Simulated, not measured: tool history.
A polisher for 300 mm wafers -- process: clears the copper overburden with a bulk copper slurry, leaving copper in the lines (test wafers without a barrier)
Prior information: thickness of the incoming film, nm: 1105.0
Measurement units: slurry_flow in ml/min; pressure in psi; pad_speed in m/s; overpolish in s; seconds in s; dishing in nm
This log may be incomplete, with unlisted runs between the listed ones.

run  hour  slurry_flow  pressure  pad_speed  slurry_solids  overpolish  seconds  dishing
  1   0.0          310       2.3       1.14            1.0          12   153.94   57.649
  2   4.7          310       2.3       1.14            1.0          15   157.58   67.791
  3   7.3          310       2.0       1.14            1.0          15   178.22   61.330
  4  13.2          310       2.0       1.14            1.2          15   173.02   64.272
  5  19.1          310       1.7       1.14            1.2          15   193.55   56.707
  6  21.8          255       1.7       1.14            1.2          15   192.81   57.780

Predict the results of run 7:
  7  29.0          255       1.6       1.14            1.2          15        ?        ?

{"run 7": {"seconds": 201.38, "dishing": 52.958}}
